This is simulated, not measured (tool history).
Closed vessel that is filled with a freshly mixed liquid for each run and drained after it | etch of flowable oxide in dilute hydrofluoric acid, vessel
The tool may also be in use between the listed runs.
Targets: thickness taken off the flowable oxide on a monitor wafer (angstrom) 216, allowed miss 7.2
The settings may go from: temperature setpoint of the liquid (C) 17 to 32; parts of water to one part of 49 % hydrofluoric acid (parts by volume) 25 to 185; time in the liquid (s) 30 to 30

run  hour  temperature setpoint of the liquid (C)  parts of water to one part of 49 % hydrofluoric acid (parts by volume)  time in the liquid (s)  thickness taken off the flowable oxide on a monitor wafer (angstrom)
  1     0                                      24                                                                     105                      30                                                                77.951
  2     2                                      24                                                                     120                      30                                                                67.242
  3   6.1                                      24                                                                     120                      30                                                                68.751
  4  13.8                                      24                                                                      95                      30                                                                  88.1
  5  14.8                                      25                                                                      85                      30                                                                102.24
  6  15.9                                      25                                                                     110                      30                                                                76.762
  7    22                                      26                                                                     100                      30                                                                90.208
  8  23.3                                      27                                                                      90                      30                                                                104.08
  9    27                                    27.5                                                                      80                      30                                                                120.98
 10  33.1                                    31.5                                                                      40                      30                                                                303.03
 11    37                                      31                                                                      40                      30                                                                292.75

4 next moves are on the table. One of them brings every result within its allowed miss. Which?
  A  40.9                                    31.5                                                                      30                      30                                                                     ?
  B  40.9                                      32                                                                      55                      30                                                                     ?
  C  40.9                                      31                                                                      50                      30                                                                     ?
  D  40.9                                      30                                                                      35                      30                                                                     ?

move  thickness taken off the flowable oxide on a monitor wafer (angstrom)
   A                                                                411.17
   B                                                                 219.6
   C                                                                234.24
   D                                                                 329.4
A: further off than the last run
B: meets every target
C: nearer than the last run, and not there yet
D: further off than the last run
The right move is B.
